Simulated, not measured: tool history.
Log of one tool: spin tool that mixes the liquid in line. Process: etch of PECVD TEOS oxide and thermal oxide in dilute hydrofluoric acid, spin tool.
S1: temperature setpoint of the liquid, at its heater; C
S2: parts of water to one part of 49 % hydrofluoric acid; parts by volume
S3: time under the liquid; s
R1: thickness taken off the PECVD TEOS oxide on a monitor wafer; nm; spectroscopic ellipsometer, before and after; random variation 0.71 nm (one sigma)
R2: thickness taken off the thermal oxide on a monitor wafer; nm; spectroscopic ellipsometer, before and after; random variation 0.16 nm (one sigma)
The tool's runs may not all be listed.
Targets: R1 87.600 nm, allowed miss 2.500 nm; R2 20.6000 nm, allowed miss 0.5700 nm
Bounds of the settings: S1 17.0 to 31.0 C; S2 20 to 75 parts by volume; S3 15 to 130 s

Run 1, hour 0.0: S1 23.0 C, S2 45 parts by volume, S3 65 s. Result: R1 29.654 nm, R2 7.0708 nm.
Run 2, hour 8.6: S1 24.5 C, S2 40 parts by volume, S3 65 s. Result: R1 35.840 nm, R2 8.3516 nm.
Run 3, hour 11.2: S1 25.0 C, S2 35 parts by volume, S3 70 s. Result: R1 46.281 nm, R2 10.5670 nm.
Run 4, hour 15.8: S1 25.5 C, S2 30 parts by volume, S3 70 s. Result: R1 54.633 nm, R2 12.9250 nm.
Run 5, hour 20.5: S1 26.5 C, S2 30 parts by volume, S3 70 s. Result: R1 57.012 nm, R2 13.4000 nm.
Run 6, hour 25.7: S1 26.5 C, S2 45 parts by volume, S3 70 s. Result: R1 36.878 nm, R2 8.8326 nm.
Run 7, hour 33.7: S1 27.5 C, S2 40 parts by volume, S3 70 s. Result: R1 44.304 nm, R2 10.2950 nm.
Run 8, hour 38.2: S1 28.0 C, S2 35 parts by volume, S3 70 s. Result: R1 51.407 nm, R2 12.1010 nm.
Run 9, hour 44.2: S1 28.0 C, S2 35 parts by volume, S3 70 s. Result: R1 51.949 nm, R2 12.0250 nm.
Run 10, hour 45.3: S1 31.0 C, S2 20 parts by volume, S3 75 s. Result: R1 110.410 nm, R2 26.0800 nm.
Run 11, hour 46.6: S1 31.0 C, S2 20 parts by volume, S3 75 s. Result: R1 111.210 nm, R2 26.6840 nm.
Run 12, hour 51.8: S1 27.0 C, S2 20 parts by volume, S3 75 s. Result: R1 94.642 nm, R2 22.1820 nm.
Run 13, hour 54.7: S1 26.5 C, S2 20 parts by volume, S3 75 s. Result: R1 93.821 nm, R2 21.9020 nm.

Which of these 4 next moves meets every target?
Run A, hour 57.6: S1 25.5 C, S2 25 parts by volume, S3 100 s. Result: R1 ?, R2 ?.
Run B, hour 57.6: S1 25.5 C, S2 20 parts by volume, S3 80 s. Result: R1 ?, R2 ?.
Run C, hour 57.6: S1 28.0 C, S2 20 parts by volume, S3 70 s. Result: R1 ?, R2 ?.
Run D, hour 57.6: S1 24.0 C, S2 25 parts by volume, S3 100 s. Result: R1 ?, R2 ?.

move      R1       R2
   A  94.654  22.1890
   B  95.330  22.3470
   C  92.513  21.6870
   D  88.901  20.8400
A: further off than the last run
B: further off than the last run
C: nearer than the last run, and not there yet
D: meets every target
Answer: D
